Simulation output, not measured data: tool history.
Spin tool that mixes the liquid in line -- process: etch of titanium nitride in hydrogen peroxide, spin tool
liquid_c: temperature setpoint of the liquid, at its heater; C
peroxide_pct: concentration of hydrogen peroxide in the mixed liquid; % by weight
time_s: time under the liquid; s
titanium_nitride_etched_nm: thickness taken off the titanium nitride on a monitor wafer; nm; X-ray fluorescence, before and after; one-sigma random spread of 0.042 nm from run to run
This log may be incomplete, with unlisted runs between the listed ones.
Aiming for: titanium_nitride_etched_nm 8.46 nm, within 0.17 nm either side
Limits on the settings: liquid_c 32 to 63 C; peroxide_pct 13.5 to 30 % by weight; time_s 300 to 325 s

run	hour	liquid_c	peroxide_pct	time_s	titanium_nitride_etched_nm
1	0	47	25.5	300	7.2235
2	8	47.5	25.5	300	7.4831
3	17	41.5	25.5	300	4.7929
4	23.1	41.5	21.5	300	4.6329
5	31.6	44	21.5	300	5.598
6	36.6	46	21.5	300	6.4593
7	44.9	47	21.5	300	7.0086
8	47.8	48	21.5	300	7.5362
9	53.3	48.5	21.5	300	7.7773
10	58.4	48.5	21.5	300	7.872
11	60.5	49	21.5	300	8.0455
12	63.3	50	21.5	300	8.6591

Next run, 5 choices. One meets every target within its allowed miss, the rest don't. Which?
A	66.1	50	16.5	325	?
B	66.1	50	23	300	?
C	66.1	49.5	17.5	325	?
D	66.1	49.5	22.5	300	?
E	66.1	49.5	20	325	?

move	titanium_nitride_etched_nm
A	8.9116
B	8.832
C	8.7029
D	8.4778
E	8.9544
A: its largest miss is bigger than the last run's
B: its largest miss is bigger than the last run's
C: its largest miss is bigger than the last run's
D: hits every target within its allowed miss
E: its largest miss is bigger than the last run's
Go with D: it meets all targets.
